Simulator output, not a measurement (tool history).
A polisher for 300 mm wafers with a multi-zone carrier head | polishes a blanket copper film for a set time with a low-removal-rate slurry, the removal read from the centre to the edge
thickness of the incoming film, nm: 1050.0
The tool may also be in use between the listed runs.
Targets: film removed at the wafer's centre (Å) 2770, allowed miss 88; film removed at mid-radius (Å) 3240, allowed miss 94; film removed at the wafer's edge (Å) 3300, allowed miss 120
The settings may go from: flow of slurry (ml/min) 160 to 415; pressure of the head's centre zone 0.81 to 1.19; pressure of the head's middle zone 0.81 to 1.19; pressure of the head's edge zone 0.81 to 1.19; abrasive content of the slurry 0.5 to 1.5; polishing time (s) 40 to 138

run  hour  flow of slurry (ml/min)  pressure of the head's centre zone  pressure of the head's middle zone  pressure of the head's edge zone  abrasive content of the slurry  polishing time (s)  film removed at the wafer's centre (Å)  film removed at mid-radius (Å)  film removed at the wafer's edge (Å)
  1     0                      265                                   1                                   1                                 1                               1                  88                                  2381.5                          2474.5                                2421.7
  2   3.1                      200                                   1                                   1                                 1                               1                  88                                  2368.9                          2427.9                                2400.6
  3  11.5                      200                                0.98                                1.02                              1.04                            1.15                  91                                    2511                          2661.8                                2583.6
  4    15                      200                                0.98                                1.07                              1.04                            1.15                  91                                  2504.3                          2748.7                                2626.5
  5  16.6                      160                                0.98                                1.07                              1.04                            1.15                  91                                  2456.7                            2695                                2576.7
  6  24.3                      170                                0.95                                1.06                              1.08                            1.25                  94                                    2500                          2826.2                                2758.3
  7  28.9                      180                                0.94                                1.06                              1.11                             1.3                  96                                  2611.5                          2950.3                                2932.2
  8  34.2                      200                                0.93                                1.07                              1.13                            1.35                  96                                  2676.8                          3036.4                                  2979
  9  38.9                      195                                0.92                                1.07                              1.15                             1.4                  97                                  2646.5                          3065.3                                3095.7
 10  46.7                      205                                0.92                                1.07                              1.16                            1.45                  97                                  2704.2                            3095                                3121.6

5 next moves are on the table. One of them brings every result within its allowed miss. Which?
  A  54.5                      165                                0.88                                1.03                              1.11                             1.4                 107                                       ?                               ?                                     ?
  B  54.5                      195                                1.03                                1.05                              1.06                             1.5                  92                                       ?                               ?                                     ?
  C  54.5                      210                                0.91                                0.81                              1.19                             1.5                 103                                       ?                               ?                                     ?
  D  54.5                      200                                0.88                                0.82                              1.19                             1.5                 104                                       ?                               ?                                     ?
  E  54.5                      160                                0.85                                0.92                              1.19                             1.4                 102                                       ?                               ?                                     ?

move  film removed at the wafer's centre (Å)  film removed at mid-radius (Å)  film removed at the wafer's edge (Å)
   A                                  2758.4                          3277.8                                3312.5
   B                                  2791.4                          2944.3                                2862.5
   C                                  2836.3                            2824                                3423.3
   D                                  2775.1                          2861.4                                3446.2
   E                                  2548.2                          2901.9                                3270.8
A: meets every target
B: further off than the last run
C: further off than the last run
D: further off than the last run
E: further off than the last run
Move A is the one to make.

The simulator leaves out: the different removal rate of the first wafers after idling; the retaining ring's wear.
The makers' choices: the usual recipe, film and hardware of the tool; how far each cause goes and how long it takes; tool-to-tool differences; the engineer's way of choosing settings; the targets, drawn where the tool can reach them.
